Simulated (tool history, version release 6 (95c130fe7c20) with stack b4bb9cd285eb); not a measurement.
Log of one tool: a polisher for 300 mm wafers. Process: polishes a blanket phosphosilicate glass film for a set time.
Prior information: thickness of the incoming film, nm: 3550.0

run    day  flow of slurry (ml/min)  pressure of the wafer on the pad (kPa)  speed of the pad under the wafer (m/s)  abrasive content of the slurry  polishing time (s)  film removed (nm)
  1  0.000                      155                                    16.5                                    1.30                             1.0                  73             587.52
  2  0.200                      155                                    16.5                                    1.30                             1.0                  73             593.31
  3  0.292                      150                                    14.5                                    1.26                             1.0                  73             504.67
  4  0.375                      110                                    14.5                                    1.26                             1.0                  73             469.46
  5  0.667                      110                                    13.1                                    1.26                             1.0                  73             435.78
  6  0.971                      110                                    11.7                                    1.26                             1.0                  73             386.26

Run 7 comes next. What will it give?
  7  1.179                      110                                    11.0                                    1.26                             1.0                  73                  ?

film removed (nm): 366.73

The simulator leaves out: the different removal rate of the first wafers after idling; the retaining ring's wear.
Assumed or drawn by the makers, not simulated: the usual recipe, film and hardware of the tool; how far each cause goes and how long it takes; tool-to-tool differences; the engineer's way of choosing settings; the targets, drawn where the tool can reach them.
